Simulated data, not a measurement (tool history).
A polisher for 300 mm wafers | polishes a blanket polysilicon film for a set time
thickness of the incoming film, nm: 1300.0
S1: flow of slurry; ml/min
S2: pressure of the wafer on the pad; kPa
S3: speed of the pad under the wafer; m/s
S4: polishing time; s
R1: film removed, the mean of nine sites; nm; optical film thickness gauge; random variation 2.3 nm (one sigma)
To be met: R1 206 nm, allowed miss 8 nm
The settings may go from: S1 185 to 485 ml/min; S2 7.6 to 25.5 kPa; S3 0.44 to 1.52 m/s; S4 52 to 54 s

Run 1, hour 0: S1 310 ml/min, S2 16.5 kPa, S3 0.98 m/s, S4 52 s. Result: R1 298.62 nm.
Run 2, hour 8.7: S1 310 ml/min, S2 16.5 kPa, S3 0.98 m/s, S4 52 s. Result: R1 292.43 nm.
Run 3, hour 14.4: S1 310 ml/min, S2 15.2 kPa, S3 0.98 m/s, S4 52 s. Result: R1 271.78 nm.
Run 4, hour 19.6: S1 340 ml/min, S2 15.2 kPa, S3 0.98 m/s, S4 52 s. Result: R1 277.56 nm.
Run 5, hour 23.5: S1 330 ml/min, S2 13.8 kPa, S3 0.98 m/s, S4 52 s. Result: R1 249.26 nm.
Run 6, hour 28.1: S1 330 ml/min, S2 13.8 kPa, S3 0.98 m/s, S4 52 s. Result: R1 250.04 nm.
Run 7, hour 36.9: S1 325 ml/min, S2 13.1 kPa, S3 0.98 m/s, S4 52 s. Result: R1 237.28 nm.
Run 8, hour 44.1: S1 320 ml/min, S2 12.4 kPa, S3 0.98 m/s, S4 52 s. Result: R1 226.29 nm.
At hour 47.9: worn pad replaced by a new one.
Run 9, hour 47.9: S1 315 ml/min, S2 11.7 kPa, S3 0.98 m/s, S4 52 s. Result: R1 239.4 nm.

5 next moves are on the table. One of them brings every result within its allowed miss. Which?
Run A, hour 51.7: S1 325 ml/min, S2 14.5 kPa, S3 0.72 m/s, S4 52 s. Result: R1 ?.
Run B, hour 51.7: S1 340 ml/min, S2 10.3 kPa, S3 0.9 m/s, S4 54 s. Result: R1 ?.
Run C, hour 51.7: S1 310 ml/min, S2 9.7 kPa, S3 0.94 m/s, S4 52 s. Result: R1 ?.
Run D, hour 51.7: S1 375 ml/min, S2 13.1 kPa, S3 0.82 m/s, S4 52 s. Result: R1 ?.
Run E, hour 51.7: S1 320 ml/min, S2 10.3 kPa, S3 1.02 m/s, S4 52 s. Result: R1 ?.

move      R1
   A  222.69
   B   208.2
   C  194.67
   D  231.18
   E  225.48
A: nearer than the last run, and not there yet
B: meets every target
C: takes the result that was furthest off past its target
D: nearer than the last run, and not there yet
E: nearer than the last run, and not there yet
Move B is the one to make.

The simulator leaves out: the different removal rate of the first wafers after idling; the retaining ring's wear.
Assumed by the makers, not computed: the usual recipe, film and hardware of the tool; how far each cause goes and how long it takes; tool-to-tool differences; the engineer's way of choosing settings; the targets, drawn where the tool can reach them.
